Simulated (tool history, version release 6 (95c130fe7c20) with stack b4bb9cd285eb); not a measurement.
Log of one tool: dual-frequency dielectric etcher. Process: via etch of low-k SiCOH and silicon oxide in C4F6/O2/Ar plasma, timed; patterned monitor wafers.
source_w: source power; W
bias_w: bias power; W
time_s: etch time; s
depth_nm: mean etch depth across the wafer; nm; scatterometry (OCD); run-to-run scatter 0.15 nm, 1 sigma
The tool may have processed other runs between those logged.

run,day,source_w,bias_w,time_s,depth_nm
1,0,400,179,23.5,52.035
2,0.092,440,181,23.5,54.169
3,0.175,440,181,22,50.736
4,0.292,470,194,22,52.814
5,0.325,500,207,22,55.303
# day 0.617: source power generator calibrated
6,0.617,500,193,22,54.833
7,0.779,520,198,22,56.265

Run 8 has not been measured yet. What should we expect?
8,0.875,530,200,22,?

depth_nm: 56.447 nm
